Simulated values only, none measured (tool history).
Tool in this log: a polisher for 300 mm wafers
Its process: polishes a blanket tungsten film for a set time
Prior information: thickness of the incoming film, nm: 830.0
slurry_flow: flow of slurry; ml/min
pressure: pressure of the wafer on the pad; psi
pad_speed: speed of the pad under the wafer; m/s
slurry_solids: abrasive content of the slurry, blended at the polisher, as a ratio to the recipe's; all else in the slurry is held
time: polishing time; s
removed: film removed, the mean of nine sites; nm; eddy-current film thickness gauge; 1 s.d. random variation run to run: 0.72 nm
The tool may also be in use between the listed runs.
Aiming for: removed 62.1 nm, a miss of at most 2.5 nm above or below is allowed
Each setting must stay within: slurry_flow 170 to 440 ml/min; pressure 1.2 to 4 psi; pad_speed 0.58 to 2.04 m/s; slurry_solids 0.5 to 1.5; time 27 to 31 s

run,hour,slurry_flow,pressure,pad_speed,slurry_solids,time,removed
1,0,280,2.6,1.3,1,31,107.24
2,4.7,280,2.6,1.3,1,31,108.83
3,11.3,280,2.6,1.3,1,31,107.13
4,17.2,280,2.6,1.3,1,31,107.61
5,17.7,280,2.4,1.3,1,31,100.2
6,23.8,280,2.2,1.28,1,31,89.768
7,29.1,280,2.1,1.28,1,31,86.627
8,36.6,280,2,1.28,1,31,83.756
9,45.3,280,2,1.28,1,31,83.25
10,52.3,280,1.9,1.28,1,31,78.241
11,56.9,280,1.9,1.28,1,31,78.032
12,59.1,280,1.8,1.28,1,31,73.708
13,59.8,280,1.7,1.28,1,31,71.752
14,64.2,280,1.6,1.28,1,31,67.649

Which of these 4 next moves meets every target?
A,68.6,270,1.9,1.34,0.95,28,?
B,68.6,240,1.6,1.48,0.85,31,?
C,68.6,190,1.6,1.44,0.95,28,?
D,68.6,270,1.6,1.5,1.25,30,?

move,removed
A,71.571
B,70.026
C,61.58
D,74.285
A: the biggest miss grows against the last run
B: the biggest miss grows against the last run
C: every result within its allowed miss
D: the biggest miss grows against the last run
Go with C: it meets all targets.
